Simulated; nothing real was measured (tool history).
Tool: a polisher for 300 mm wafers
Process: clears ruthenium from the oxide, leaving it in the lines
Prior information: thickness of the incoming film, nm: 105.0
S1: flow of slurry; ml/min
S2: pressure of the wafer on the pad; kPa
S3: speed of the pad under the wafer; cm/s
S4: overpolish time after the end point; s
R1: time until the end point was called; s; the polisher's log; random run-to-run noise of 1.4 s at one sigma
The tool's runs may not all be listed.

Run 1, hour 0: S1 315 ml/min, S2 11 kPa, S3 100 cm/s, S4 34 s. Result: R1 126.83 s.
Run 2, hour 3.1: S1 315 ml/min, S2 11 kPa, S3 100 cm/s, S4 34 s. Result: R1 126.56 s.
Run 3, hour 7.8: S1 315 ml/min, S2 11.7 kPa, S3 100 cm/s, S4 34 s. Result: R1 123.11 s.
Run 4, hour 15.1: S1 315 ml/min, S2 10.3 kPa, S3 100 cm/s, S4 34 s. Result: R1 131.89 s.
Run 5, hour 16: S1 315 ml/min, S2 10.3 kPa, S3 100 cm/s, S4 36 s. Result: R1 136.61 s.
Run 6, hour 23.9: S1 315 ml/min, S2 11.7 kPa, S3 102 cm/s, S4 36 s. Result: R1 118.56 s.
Run 7, hour 26.8: S1 315 ml/min, S2 12.4 kPa, S3 104 cm/s, S4 36 s. Result: R1 109.91 s.
Run 8, hour 35.1: S1 315 ml/min, S2 12.4 kPa, S3 104 cm/s, S4 36 s. Result: R1 108.11 s.
Run 9, hour 37.2: S1 315 ml/min, S2 13.1 kPa, S3 104 cm/s, S4 36 s. Result: R1 104.58 s.

For run 10, what comes out?
Run 10, hour 45.5: S1 315 ml/min, S2 13.8 kPa, S3 104 cm/s, S4 36 s. Result: R1 ?.

{"run 10": {"R1": 100.64}}
